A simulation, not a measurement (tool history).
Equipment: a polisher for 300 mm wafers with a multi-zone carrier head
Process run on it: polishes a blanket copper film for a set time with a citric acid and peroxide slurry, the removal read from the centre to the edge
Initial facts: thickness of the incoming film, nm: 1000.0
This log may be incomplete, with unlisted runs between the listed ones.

| run | day | flow of slurry (ml/min) | pressure of the head's centre zone | pressure of the head's middle zone | pressure of the head's edge zone | abrasive content of the slurry | polishing time (s) | film removed at the wafer's centre (Å) | film removed at mid-radius (Å) | film removed at the wafer's edge (Å) |
|---|---|---|---|---|---|---|---|---|---|---|
| 1 | 0 | 250 | 1 | 1 | 1 | 1 | 39 | 797.4 | 819.17 | 805 |
| 2 | 0.079 | 245 | 1.01 | 0.97 | 0.99 | 0.9 | 36 | 727.74 | 709.27 | 720.19 |
| 3 | 0.271 | 290 | 1.01 | 0.97 | 0.99 | 0.9 | 36 | 753.05 | 721.13 | 728.67 |
| 4 | 0.358 | 295 | 1.01 | 0.95 | 0.98 | 0.85 | 34 | 698.7 | 666.21 | 678.2 |
| 5 | 0.467 | 295 | 1.08 | 0.95 | 0.98 | 0.85 | 34 | 743.63 | 679.69 | 672.13 |
| 6 | 0.612 | 295 | 1.08 | 0.9 | 0.98 | 0.85 | 34 | 737.68 | 647.08 | 692.21 |
| 7 | 0.858 | 265 | 1.1 | 0.82 | 0.88 | 0.6 | 23 | 482.76 | 376.45 | 435.49 |
| 8 | 0.954 | 265 | 1.1 | 0.82 | 0.88 | 0.6 | 23 | 478.66 | 378.86 | 414.04 |
| 9 | 1.167 | 275 | 1.1 | 0.83 | 0.91 | 0.6 | 23 | 480.48 | 384.3 | 429.16 |

Run 10 is up next; what results do you expect?
| 10 | 1.325 | 280 | 1.11 | 0.84 | 0.93 | 0.65 | 23 | ? | ? | ? |

film removed at the wafer's centre (Å): 499.67
film removed at mid-radius (Å): 397.61
film removed at the wafer's edge (Å): 422.6
